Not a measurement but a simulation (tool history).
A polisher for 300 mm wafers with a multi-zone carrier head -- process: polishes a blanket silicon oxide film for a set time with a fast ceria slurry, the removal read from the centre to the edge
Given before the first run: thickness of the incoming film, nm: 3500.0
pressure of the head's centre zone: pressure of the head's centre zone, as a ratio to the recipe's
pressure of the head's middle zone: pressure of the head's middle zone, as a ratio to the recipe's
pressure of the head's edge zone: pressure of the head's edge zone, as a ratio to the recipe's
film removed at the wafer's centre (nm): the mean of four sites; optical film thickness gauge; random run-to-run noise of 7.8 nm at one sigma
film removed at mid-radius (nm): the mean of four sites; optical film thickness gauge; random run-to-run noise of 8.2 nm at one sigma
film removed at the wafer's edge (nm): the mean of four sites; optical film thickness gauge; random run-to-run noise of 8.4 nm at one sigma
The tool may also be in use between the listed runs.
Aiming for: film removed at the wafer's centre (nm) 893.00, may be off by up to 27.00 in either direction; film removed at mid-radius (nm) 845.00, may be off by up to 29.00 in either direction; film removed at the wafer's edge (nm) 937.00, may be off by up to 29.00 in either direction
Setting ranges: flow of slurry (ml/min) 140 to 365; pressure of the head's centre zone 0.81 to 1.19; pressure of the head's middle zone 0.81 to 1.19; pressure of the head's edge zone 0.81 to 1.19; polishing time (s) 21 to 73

run	hour	flow of slurry (ml/min)	pressure of the head's centre zone	pressure of the head's middle zone	pressure of the head's edge zone	polishing time (s)	film removed at the wafer's centre (nm)	film removed at mid-radius (nm)	film removed at the wafer's edge (nm)
1	0.0	235	1.00	1.00	1.00	47	793.32	778.22	816.45
2	6.2	245	1.01	1.00	1.03	47	806.16	797.99	830.41
3	14.6	245	1.01	1.00	1.03	58	979.75	989.64	1017.70
4	23.2	245	1.09	1.00	1.03	58	1073.80	968.06	1021.00
5	25.9	245	1.09	1.08	1.03	58	1081.50	1053.40	1007.90
6	32.3	245	1.01	1.08	1.03	58	991.11	1024.90	1027.90
7	39.4	235	1.01	1.05	1.02	58	1003.90	1008.80	1010.10
8	42.5	225	1.00	1.02	1.01	58	968.85	995.53	1008.00
9	47.4	225	1.00	0.99	1.00	57	952.45	953.43	987.72
10	52.2	225	1.00	0.97	0.99	57	959.70	932.10	990.72
11	55.7	185	0.96	0.91	0.93	55	855.68	844.63	889.57

Below are 4 possible settings for the next run. Only one of them brings all results inside the allowed miss of their targets. Which is it?
A	59.2	190	0.97	0.89	0.93	56	?	?	?
B	59.2	200	0.98	0.94	0.87	51	?	?	?
C	59.2	140	0.98	1.00	0.93	55	?	?	?
D	59.2	155	1.01	0.91	0.81	55	?	?	?

move	film removed at the wafer's centre (nm)	film removed at mid-radius (nm)	film removed at the wafer's edge (nm)
A	888.54	832.00	926.21
B	823.95	795.18	826.28
C	839.00	854.10	879.08
D	880.14	807.25	846.32
A: every result within its allowed miss
B: its largest miss is bigger than the last run's
C: its largest miss is bigger than the last run's
D: its largest miss is bigger than the last run's
The right move is A.

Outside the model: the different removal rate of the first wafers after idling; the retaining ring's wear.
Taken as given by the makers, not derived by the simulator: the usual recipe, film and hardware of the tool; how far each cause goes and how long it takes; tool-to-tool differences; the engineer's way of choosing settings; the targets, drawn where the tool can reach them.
